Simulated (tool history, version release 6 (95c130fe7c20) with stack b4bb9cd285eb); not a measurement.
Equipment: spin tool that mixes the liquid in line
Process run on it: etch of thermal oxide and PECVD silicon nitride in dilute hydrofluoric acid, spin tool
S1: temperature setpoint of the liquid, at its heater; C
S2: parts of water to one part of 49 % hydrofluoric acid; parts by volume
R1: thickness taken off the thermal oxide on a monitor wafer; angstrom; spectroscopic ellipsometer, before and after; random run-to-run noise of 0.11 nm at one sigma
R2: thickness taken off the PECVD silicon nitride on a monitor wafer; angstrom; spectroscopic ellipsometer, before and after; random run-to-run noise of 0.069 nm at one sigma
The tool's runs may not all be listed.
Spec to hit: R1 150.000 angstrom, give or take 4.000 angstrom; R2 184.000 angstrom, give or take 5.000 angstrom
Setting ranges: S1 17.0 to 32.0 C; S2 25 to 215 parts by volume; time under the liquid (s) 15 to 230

Run 1, hour 0.0: S1 24.0 C, S2 120 parts by volume, time under the liquid (s) 120. Result: R1 47.137 angstrom, R2 60.053 angstrom.
Run 2, hour 4.4: S1 24.0 C, S2 150 parts by volume, time under the liquid (s) 120. Result: R1 36.913 angstrom, R2 48.250 angstrom.
Run 3, hour 11.7: S1 24.5 C, S2 120 parts by volume, time under the liquid (s) 125. Result: R1 50.763 angstrom, R2 64.234 angstrom.
Run 4, hour 16.4: S1 26.0 C, S2 95 parts by volume, time under the liquid (s) 125. Result: R1 69.415 angstrom, R2 89.780 angstrom.
Run 5, hour 23.0: S1 26.5 C, S2 80 parts by volume, time under the liquid (s) 125. Result: R1 86.474 angstrom, R2 109.220 angstrom.
Run 6, hour 25.2: S1 26.5 C, S2 120 parts by volume, time under the liquid (s) 125. Result: R1 55.180 angstrom, R2 73.612 angstrom.
Run 7, hour 33.9: S1 26.5 C, S2 120 parts by volume, time under the liquid (s) 125. Result: R1 54.969 angstrom, R2 73.475 angstrom.
Run 8, hour 39.1: S1 27.0 C, S2 95 parts by volume, time under the liquid (s) 125. Result: R1 72.875 angstrom, R2 95.720 angstrom.
Run 9, hour 44.0: S1 27.0 C, S2 80 parts by volume, time under the liquid (s) 125. Result: R1 87.470 angstrom, R2 113.430 angstrom.
Run 10, hour 48.9: S1 27.5 C, S2 30 parts by volume, time under the liquid (s) 120. Result: R1 246.660 angstrom, R2 295.720 angstrom.
Run 11, hour 53.6: S1 27.5 C, S2 35 parts by volume, time under the liquid (s) 120. Result: R1 209.610 angstrom, R2 254.520 angstrom.
Run 12, hour 58.7: S1 27.5 C, S2 40 parts by volume, time under the liquid (s) 120. Result: R1 182.620 angstrom, R2 223.790 angstrom.
Run 13, hour 64.7: S1 27.5 C, S2 40 parts by volume, time under the liquid (s) 120. Result: R1 181.590 angstrom, R2 223.930 angstrom.
Run 14, hour 68.6: S1 27.5 C, S2 45 parts by volume, time under the liquid (s) 120. Result: R1 160.660 angstrom, R2 197.810 angstrom.
Run 15, hour 74.4: S1 27.5 C, S2 50 parts by volume, time under the liquid (s) 120. Result: R1 144.040 angstrom, R2 179.380 angstrom.
Run 16, hour 76.0: S1 27.0 C, S2 50 parts by volume, time under the liquid (s) 120. Result: R1 140.800 angstrom, R2 174.920 angstrom.
Run 17, hour 79.2: S1 27.0 C, S2 45 parts by volume, time under the liquid (s) 120. Result: R1 156.340 angstrom, R2 193.020 angstrom.
Run 18, hour 84.8: S1 26.5 C, S2 45 parts by volume, time under the liquid (s) 120. Result: R1 155.090 angstrom, R2 186.440 angstrom.
Run 19, hour 90.0: S1 27.0 C, S2 50 parts by volume, time under the liquid (s) 120. Result: R1 140.370 angstrom, R2 173.580 angstrom.
Run 20, hour 99.0: S1 27.0 C, S2 45 parts by volume, time under the liquid (s) 120. Result: R1 159.280 angstrom, R2 191.260 angstrom.
Run 21, hour 100.2: S1 27.0 C, S2 50 parts by volume, time under the liquid (s) 120. Result: R1 139.530 angstrom, R2 173.780 angstrom.
Run 22, hour 105.5: S1 27.0 C, S2 45 parts by volume, time under the liquid (s) 120. Result: R1 159.040 angstrom, R2 192.460 angstrom.
Run 23, hour 111.8: S1 27.0 C, S2 50 parts by volume, time under the liquid (s) 120. Result: R1 140.580 angstrom, R2 173.250 angstrom.

Pick the move, out of 4, that brings all results within their allowed miss; only one does.
Run A, hour 118.1: S1 26.5 C, S2 55 parts by volume, time under the liquid (s) 145. Result: R1 ?, R2 ?.
Run B, hour 118.1: S1 28.5 C, S2 65 parts by volume, time under the liquid (s) 145. Result: R1 ?, R2 ?.
Run C, hour 118.1: S1 28.0 C, S2 55 parts by volume, time under the liquid (s) 125. Result: R1 ?, R2 ?.
Run D, hour 118.1: S1 29.5 C, S2 55 parts by volume, time under the liquid (s) 120. Result: R1 ?, R2 ?.

move       R1       R2
   A  150.390  184.030
   B  135.810  177.800
   C  137.650  175.060
   D  140.200  185.250
A: meets every target
B: the biggest miss grows against the last run
C: the biggest miss grows against the last run
D: no better and no worse than the last run
So the answer is move A, the one that meets all the targets.
